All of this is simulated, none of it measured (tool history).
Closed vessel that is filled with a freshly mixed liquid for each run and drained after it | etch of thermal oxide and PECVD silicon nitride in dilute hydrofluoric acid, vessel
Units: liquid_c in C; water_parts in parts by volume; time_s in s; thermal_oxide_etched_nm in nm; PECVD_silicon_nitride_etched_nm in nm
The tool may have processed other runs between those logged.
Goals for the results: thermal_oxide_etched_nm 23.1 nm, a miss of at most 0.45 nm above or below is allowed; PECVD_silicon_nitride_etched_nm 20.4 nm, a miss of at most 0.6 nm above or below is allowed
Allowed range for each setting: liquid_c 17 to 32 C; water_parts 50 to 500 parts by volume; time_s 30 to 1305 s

run    day  liquid_c  water_parts  time_s  thermal_oxide_etched_nm  PECVD_silicon_nitride_etched_nm
  1      0        24          275     665                   9.0609                           9.1809
  2  0.196      24.5          230     650                   11.325                           10.965
  3  0.521        25          200     635                    13.36                           12.727
  4  0.775        25          200     780                   16.332                           15.662
  5  0.967        25          200    1035                   21.772                           20.733
  6  1.258        25          200     835                   17.576                           16.897
  7  1.392        25          185     815                   18.611                           17.775
  8  1.512      24.5          170     805                   20.096                           18.741
  9  1.871        24          165     800                   20.502                            18.31

Next run, 4 choices. One meets every target within its allowed miss, the rest don't. Which?
  A  2.229        23          145     780                        ?                                ?
  B  2.229      24.5          155     865                        ?                                ?
  C  2.229      23.5          160     885                        ?                                ?
  D  2.229        25          165     910                        ?                                ?

move  thermal_oxide_etched_nm  PECVD_silicon_nitride_etched_nm
   A                   22.339                           19.186
   B                   24.269                           21.949
   C                   23.026                           20.406
   D                   24.161                           22.405
A: moves toward the targets from the last run without getting all of them in spec
B: pushes the last run's worst result past its target
C: all results in spec
D: pushes the last run's worst result past its target
Answer: C

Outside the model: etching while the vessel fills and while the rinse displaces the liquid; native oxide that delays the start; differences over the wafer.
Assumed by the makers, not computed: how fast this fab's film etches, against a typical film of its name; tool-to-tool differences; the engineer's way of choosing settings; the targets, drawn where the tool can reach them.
